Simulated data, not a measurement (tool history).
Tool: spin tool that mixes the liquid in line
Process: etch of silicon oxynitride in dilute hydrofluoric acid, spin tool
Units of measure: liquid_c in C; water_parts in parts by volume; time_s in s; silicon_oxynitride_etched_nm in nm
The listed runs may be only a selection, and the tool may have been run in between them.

| run | hour | liquid_c | water_parts | time_s | silicon_oxynitride_etched_nm |
|---|---|---|---|---|---|
| 1 | 0.0 | 24.0 | 165 | 265 | 5.5131 |
| 2 | 1.7 | 25.0 | 155 | 265 | 6.2376 |
| 3 | 2.6 | 26.0 | 145 | 265 | 6.9547 |
| 4 | 10.3 | 27.5 | 145 | 265 | 7.5686 |
| 5 | 14.2 | 27.5 | 145 | 285 | 8.0342 |
| 6 | 15.9 | 27.5 | 125 | 285 | 9.6144 |

Run 7 is up next; what results do you expect?
| 7 | 18.9 | 28.0 | 120 | 285 | ? |

{"run 7": {"silicon_oxynitride_etched_nm": 10.149}}

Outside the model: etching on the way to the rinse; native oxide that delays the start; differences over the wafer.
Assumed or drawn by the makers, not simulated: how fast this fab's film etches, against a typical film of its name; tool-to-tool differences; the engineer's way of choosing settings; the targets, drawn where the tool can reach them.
